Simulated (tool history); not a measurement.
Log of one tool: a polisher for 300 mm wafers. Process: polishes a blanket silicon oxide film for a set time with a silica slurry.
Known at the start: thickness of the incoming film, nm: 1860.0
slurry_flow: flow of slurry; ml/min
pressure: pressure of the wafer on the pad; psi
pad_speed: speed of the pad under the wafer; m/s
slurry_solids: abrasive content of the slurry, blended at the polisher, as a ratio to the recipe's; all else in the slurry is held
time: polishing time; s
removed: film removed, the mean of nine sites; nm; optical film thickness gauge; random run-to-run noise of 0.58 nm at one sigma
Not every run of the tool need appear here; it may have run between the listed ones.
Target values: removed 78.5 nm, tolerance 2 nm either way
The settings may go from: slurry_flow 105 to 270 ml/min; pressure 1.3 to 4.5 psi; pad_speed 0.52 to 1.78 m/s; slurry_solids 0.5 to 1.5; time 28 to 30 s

Run 1, day 0: slurry_flow 175 ml/min, pressure 2.9 psi, pad_speed 1.14 m/s, slurry_solids 1, time 30 s. Result: removed 67.422 nm.
Run 2, day 0.021: slurry_flow 185 ml/min, pressure 3 psi, pad_speed 1.14 m/s, slurry_solids 1, time 30 s. Result: removed 70.695 nm.
Run 3, day 0.112: slurry_flow 160 ml/min, pressure 3 psi, pad_speed 1.14 m/s, slurry_solids 1, time 30 s. Result: removed 69.995 nm.
Run 4, day 0.183: slurry_flow 160 ml/min, pressure 3 psi, pad_speed 1.02 m/s, slurry_solids 1, time 30 s. Result: removed 62.861 nm.
Run 5, day 0.225: slurry_flow 135 ml/min, pressure 3 psi, pad_speed 1.02 m/s, slurry_solids 1, time 30 s. Result: removed 62.378 nm.
Run 6, day 0.542: slurry_flow 160 ml/min, pressure 3 psi, pad_speed 1.02 m/s, slurry_solids 1, time 30 s. Result: removed 63.652 nm.
Run 7, day 0.725: slurry_flow 160 ml/min, pressure 3 psi, pad_speed 1.02 m/s, slurry_solids 1, time 30 s. Result: removed 62.789 nm.
Run 8, day 1.067: slurry_flow 160 ml/min, pressure 3.2 psi, pad_speed 1.02 m/s, slurry_solids 1, time 30 s. Result: removed 67.728 nm.
Run 9, day 1.146: slurry_flow 165 ml/min, pressure 3.3 psi, pad_speed 1.02 m/s, slurry_solids 1, time 30 s. Result: removed 69.015 nm.

Next run, 5 choices. One meets every target within its allowed miss, the rest don't. Which?
Run A, day 1.225: slurry_flow 115 ml/min, pressure 4 psi, pad_speed 0.68 m/s, slurry_solids 1.1, time 28 s. Result: removed ?.
Run B, day 1.225: slurry_flow 175 ml/min, pressure 3.2 psi, pad_speed 1.38 m/s, slurry_solids 0.85, time 30 s. Result: removed ?.
Run C, day 1.225: slurry_flow 195 ml/min, pressure 3.4 psi, pad_speed 1.34 m/s, slurry_solids 0.9, time 30 s. Result: removed ?.
Run D, day 1.225: slurry_flow 190 ml/min, pressure 2.4 psi, pad_speed 1.34 m/s, slurry_solids 1, time 28 s. Result: removed ?.
Run E, day 1.225: slurry_flow 160 ml/min, pressure 3.8 psi, pad_speed 1.16 m/s, slurry_solids 0.95, time 29 s. Result: removed ?.

move  removed
   A   58.331
   B   78.552
   C   85.418
   D   60.602
   E   83.407
A: its largest miss is bigger than the last run's
B: all results in spec
C: takes the biggest miss from the last run beyond its target
D: its largest miss is bigger than the last run's
E: takes the biggest miss from the last run beyond its target
The right move is B.

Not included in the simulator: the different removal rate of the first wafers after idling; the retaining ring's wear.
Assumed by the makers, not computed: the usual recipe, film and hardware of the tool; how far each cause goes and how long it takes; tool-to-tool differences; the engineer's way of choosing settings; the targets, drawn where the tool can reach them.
